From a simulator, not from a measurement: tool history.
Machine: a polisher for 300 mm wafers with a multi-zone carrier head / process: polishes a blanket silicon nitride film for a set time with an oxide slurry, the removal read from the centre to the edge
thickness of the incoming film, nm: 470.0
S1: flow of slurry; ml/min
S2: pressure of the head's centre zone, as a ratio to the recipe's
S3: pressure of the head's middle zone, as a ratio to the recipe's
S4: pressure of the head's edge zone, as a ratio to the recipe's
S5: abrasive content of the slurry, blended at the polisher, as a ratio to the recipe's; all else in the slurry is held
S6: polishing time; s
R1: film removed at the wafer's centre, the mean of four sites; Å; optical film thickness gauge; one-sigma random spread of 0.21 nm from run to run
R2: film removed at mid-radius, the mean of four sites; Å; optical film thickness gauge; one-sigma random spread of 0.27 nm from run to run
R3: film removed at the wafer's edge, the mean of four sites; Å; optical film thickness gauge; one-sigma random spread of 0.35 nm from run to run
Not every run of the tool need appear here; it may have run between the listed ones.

run	day	S1	S2	S3	S4	S5	S6	R1	R2	R3
1	0.000	285	1.00	1.00	1.00	1.00	75	363.09	363.98	372.35
2	0.142	290	1.00	1.01	0.97	0.90	74	338.86	342.66	341.14
3	0.350	290	1.00	1.01	0.97	1.05	74	363.22	371.11	359.47
4	0.596	290	1.00	1.01	0.97	1.25	74	399.50	402.54	398.11
5	0.679	295	1.00	1.01	0.95	1.15	74	379.07	391.18	394.60
6	0.742	295	1.00	1.01	0.87	1.15	74	384.14	391.10	369.98
7	0.800	285	1.00	1.01	0.86	1.05	74	365.74	371.94	355.81

Run 8 comes next. What will it give?
8	0.854	295	1.01	1.02	0.86	0.95	73	?	?	?

{"run 8": {"R1": 344.52, "R2": 356.86, "R3": 337.21}}

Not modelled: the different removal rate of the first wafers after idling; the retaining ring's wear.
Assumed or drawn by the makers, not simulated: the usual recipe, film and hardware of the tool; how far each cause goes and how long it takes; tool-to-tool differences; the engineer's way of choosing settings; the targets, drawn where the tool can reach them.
